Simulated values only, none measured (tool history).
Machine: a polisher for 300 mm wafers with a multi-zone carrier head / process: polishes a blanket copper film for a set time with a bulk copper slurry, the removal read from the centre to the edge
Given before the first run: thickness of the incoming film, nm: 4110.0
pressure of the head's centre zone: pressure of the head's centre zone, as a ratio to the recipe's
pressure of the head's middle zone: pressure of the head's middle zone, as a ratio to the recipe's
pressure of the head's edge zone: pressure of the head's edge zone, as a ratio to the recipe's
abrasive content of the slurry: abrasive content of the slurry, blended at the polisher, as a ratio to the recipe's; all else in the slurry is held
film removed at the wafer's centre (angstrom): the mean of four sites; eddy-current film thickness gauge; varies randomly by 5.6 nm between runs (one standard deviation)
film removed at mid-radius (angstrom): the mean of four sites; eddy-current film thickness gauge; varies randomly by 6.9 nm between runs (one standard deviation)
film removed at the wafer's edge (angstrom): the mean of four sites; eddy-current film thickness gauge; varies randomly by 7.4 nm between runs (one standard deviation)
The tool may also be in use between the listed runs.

| run | hour | flow of slurry (ml/min) | pressure of the head's centre zone | pressure of the head's middle zone | pressure of the head's edge zone | abrasive content of the slurry | polishing time (s) | film removed at the wafer's centre (angstrom) | film removed at mid-radius (angstrom) | film removed at the wafer's edge (angstrom) |
|---|---|---|---|---|---|---|---|---|---|---|
| 1 | 0 | 230 | 1 | 1 | 1 | 1 | 90 | 11308 | 11007 | 11189 |
| 2 | 7.5 | 230 | 1 | 1.03 | 1 | 1 | 90 | 11415 | 11179 | 11454 |
| 3 | 14.9 | 270 | 1 | 1.03 | 1 | 1 | 90 | 11616 | 11629 | 11487 |
| 4 | 16.9 | 280 | 1 | 1 | 0.97 | 0.9 | 81 | 10220 | 10135 | 10024 |
| 5 | 17.6 | 285 | 1.01 | 0.98 | 0.94 | 0.8 | 74 | 9207.2 | 8708.1 | 8736.9 |
| 6 | 21 | 285 | 1.01 | 0.98 | 0.94 | 0.6 | 74 | 8734.5 | 8490.3 | 8249.7 |
| 7 | 21.9 | 275 | 1.05 | 0.91 | 0.84 | 0.5 | 49 | 5754.7 | 5073.6 | 5030.7 |
| 8 | 25.3 | 285 | 1.06 | 0.93 | 0.86 | 0.5 | 49 | 5763.1 | 5177.7 | 5045.8 |
| 9 | 32.1 | 285 | 1.07 | 0.94 | 0.88 | 0.55 | 49 | 6070.8 | 5311.3 | 5159.1 |
| 10 | 40.7 | 290 | 1.07 | 0.95 | 0.9 | 0.55 | 49 | 6010.3 | 5340.4 | 5334.7 |
| 11 | 48.5 | 295 | 1.08 | 0.97 | 0.9 | 0.6 | 49 | 6248.4 | 5507.2 | 5403.5 |
| 12 | 52 | 295 | 1.08 | 0.97 | 0.9 | 0.6 | 49 | 6266.5 | 5477.5 | 5478.3 |
| 13 | 57.1 | 300 | 1.08 | 0.98 | 0.89 | 0.6 | 49 | 6158.1 | 5611.6 | 5467.5 |
| 14 | 61.9 | 300 | 1.09 | 0.99 | 0.89 | 0.6 | 49 | 6233.9 | 5599 | 5254.2 |
| 15 | 69.7 | 305 | 1.09 | 1 | 0.9 | 0.6 | 49 | 6224.1 | 5792.6 | 5396 |
| 16 | 73.8 | 310 | 1.1 | 1 | 0.91 | 0.6 | 49 | 6331.3 | 5764.8 | 5518.1 |
| 17 | 74.7 | 315 | 1.11 | 1 | 0.91 | 0.6 | 49 | 6507.1 | 5680.8 | 5388.7 |

Run 18 has not been measured yet. What should we expect?
| 18 | 79.4 | 320 | 1.11 | 1 | 0.92 | 0.6 | 49 | ? | ? | ? |

Logged for run 18: film removed at the wafer's centre (angstrom) 6448.7, film removed at mid-radius (angstrom) 5675.8, film removed at the wafer's edge (angstrom) 5552.5.

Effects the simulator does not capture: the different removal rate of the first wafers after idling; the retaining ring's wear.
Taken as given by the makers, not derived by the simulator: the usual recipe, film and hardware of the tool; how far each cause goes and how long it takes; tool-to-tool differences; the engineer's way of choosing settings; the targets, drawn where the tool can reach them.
